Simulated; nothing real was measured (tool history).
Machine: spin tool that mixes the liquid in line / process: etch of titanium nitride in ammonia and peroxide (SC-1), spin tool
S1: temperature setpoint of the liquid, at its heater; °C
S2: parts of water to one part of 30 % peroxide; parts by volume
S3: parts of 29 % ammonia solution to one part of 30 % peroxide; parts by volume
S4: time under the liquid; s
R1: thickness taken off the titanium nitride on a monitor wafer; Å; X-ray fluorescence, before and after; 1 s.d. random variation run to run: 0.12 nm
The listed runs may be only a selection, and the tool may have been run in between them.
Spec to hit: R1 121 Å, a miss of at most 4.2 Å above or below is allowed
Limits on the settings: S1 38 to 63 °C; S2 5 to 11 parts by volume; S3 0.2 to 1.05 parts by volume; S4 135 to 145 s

run	hour	S1	S2	S3	S4	R1
1	0	47	6	0.55	135	89.272
2	7.6	48	6	0.55	135	97.376
3	14.9	48.5	6	0.55	135	100.84
4	21.5	48.5	6	0.55	135	99.495
5	29.6	48.5	6	0.55	135	101.95
6	33.3	49	6	0.55	135	105.13
7	39.8	49.5	6	0.55	135	107.32
8	44.8	50	6	0.55	135	112.56
9	53.7	50.5	6	0.55	135	116.16

Which one of the following 4 next-run settings gets every result inside its allowed miss? There is exactly one.
A	62.6	49.5	5.5	0.55	135	?
B	62.6	49.5	5	0.5	140	?
C	62.6	48.5	6	0.55	145	?
D	62.6	50.5	7	0.65	135	?

move	R1
A	113.76
B	121.52
C	109.3
D	111.53
A: lands further from the targets than the last run did
B: hits every target within its allowed miss
C: lands further from the targets than the last run did
D: lands further from the targets than the last run did
So the answer is move B, the one that meets all the targets.
